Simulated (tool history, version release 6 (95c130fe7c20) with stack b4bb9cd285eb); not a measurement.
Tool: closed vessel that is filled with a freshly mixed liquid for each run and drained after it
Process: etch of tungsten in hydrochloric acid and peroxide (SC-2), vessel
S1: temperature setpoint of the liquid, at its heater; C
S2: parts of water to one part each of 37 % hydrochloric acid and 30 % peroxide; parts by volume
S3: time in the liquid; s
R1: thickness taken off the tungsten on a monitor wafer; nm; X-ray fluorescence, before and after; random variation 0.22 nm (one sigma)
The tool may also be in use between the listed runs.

run 1 hour=0 | S1=58 S2=10 S3=35 | R1=18.014
run 2 hour=8.3 | S1=59 S2=10 S3=35 | R1=19.348
run 3 hour=13.8 | S1=60 S2=10 S3=35 | R1=20.328
run 4 hour=17 | S1=60 S2=7.5 S3=35 | R1=25.534
run 5 hour=22.6 | S1=57 S2=7.5 S3=35 | R1=21.197
run 6 hour=23.7 | S1=57.5 S2=7.5 S3=35 | R1=21.806
run 7 hour=28.1 | S1=58 S2=7.5 S3=35 | R1=22.71

Forecast run 8:
run 8 hour=36.3 | S1=58.5 S2=7.5 S3=35 | R1=?

{"run 8": {"R1": 23.248}}

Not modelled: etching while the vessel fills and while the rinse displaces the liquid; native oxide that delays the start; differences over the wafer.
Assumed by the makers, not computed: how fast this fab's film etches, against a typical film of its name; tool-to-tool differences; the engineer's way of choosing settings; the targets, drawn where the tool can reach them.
